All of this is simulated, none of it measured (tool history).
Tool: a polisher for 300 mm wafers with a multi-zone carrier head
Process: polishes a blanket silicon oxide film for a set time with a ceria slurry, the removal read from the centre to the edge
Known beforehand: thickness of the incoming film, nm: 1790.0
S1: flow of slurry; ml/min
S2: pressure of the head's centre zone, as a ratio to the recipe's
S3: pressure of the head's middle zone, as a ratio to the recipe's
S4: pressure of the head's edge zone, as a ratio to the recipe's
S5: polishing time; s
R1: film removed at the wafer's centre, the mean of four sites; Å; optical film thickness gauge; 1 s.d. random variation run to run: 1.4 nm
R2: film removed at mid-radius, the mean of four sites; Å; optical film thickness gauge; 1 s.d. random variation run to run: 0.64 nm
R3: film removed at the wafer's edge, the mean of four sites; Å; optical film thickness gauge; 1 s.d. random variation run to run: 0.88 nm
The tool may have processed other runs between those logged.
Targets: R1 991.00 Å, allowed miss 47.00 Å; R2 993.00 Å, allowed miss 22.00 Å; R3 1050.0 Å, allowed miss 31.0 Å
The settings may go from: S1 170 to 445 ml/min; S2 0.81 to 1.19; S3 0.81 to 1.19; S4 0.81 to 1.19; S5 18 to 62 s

run,hour,S1,S2,S3,S4,S5,R1,R2,R3
1,0.0,285,1.00,1.00,1.00,40,1475.40,1502.40,1517.2
2,5.4,335,1.00,1.00,1.00,40,1492.90,1511.00,1528.4
3,8.5,335,1.00,0.96,1.00,40,1476.90,1433.90,1537.6
4,11.2,335,1.00,0.96,1.00,46,1743.60,1673.00,1766.5
5,17.0,335,1.00,0.96,0.92,46,1748.80,1675.40,1703.7
6,25.1,335,1.00,1.01,0.92,46,1727.80,1737.20,1688.6
# hour 31.0: slurry nozzle cleaned
7,31.0,335,0.99,0.99,0.91,43,1624.40,1606.70,1585.6
8,32.6,330,0.97,0.98,0.90,40,1500.70,1472.80,1472.9
9,33.5,325,0.95,0.97,0.90,38,1386.80,1413.90,1389.2
10,40.4,325,0.94,0.95,0.89,36,1309.00,1303.40,1316.3
11,47.6,320,0.92,0.94,0.88,35,1214.60,1261.90,1262.9
12,51.8,315,0.91,0.92,0.87,34,1202.20,1207.20,1237.9
13,59.4,310,0.90,0.91,0.86,33,1108.00,1151.90,1182.8
14,61.0,300,0.90,0.90,0.85,33,1137.20,1139.60,1165.4
15,65.2,290,0.89,0.89,0.84,33,1107.50,1134.20,1164.8
16,67.4,285,0.89,0.88,0.84,33,1115.00,1107.40,1164.6
17,72.0,280,0.89,0.88,0.84,33,1122.50,1108.20,1174.5

Of the 4 settings listed for the next run, only one would bring every result within its allowed miss of target. Which one?
A,76.6,330,0.87,0.85,0.82,30,?,?,?
B,76.6,270,0.83,0.92,0.81,30,?,?,?
C,76.6,170,0.96,0.81,0.88,31,?,?,?
D,76.6,245,0.81,0.86,0.95,30,?,?,?

move,R1,R2,R3
A,1023.40,989.06,1054.4
B,961.87,1042.00,1037.1
C,1107.30,936.35,1085.4
D,930.95,978.59,1109.9
A: all results land within tolerance of their targets
B: closes in on the targets versus the last run, not all within tolerance yet
C: takes the biggest miss from the last run beyond its target
D: meets the target for the result that was furthest off, but another lies outside its allowed miss
Correct choice: A, which meets every target
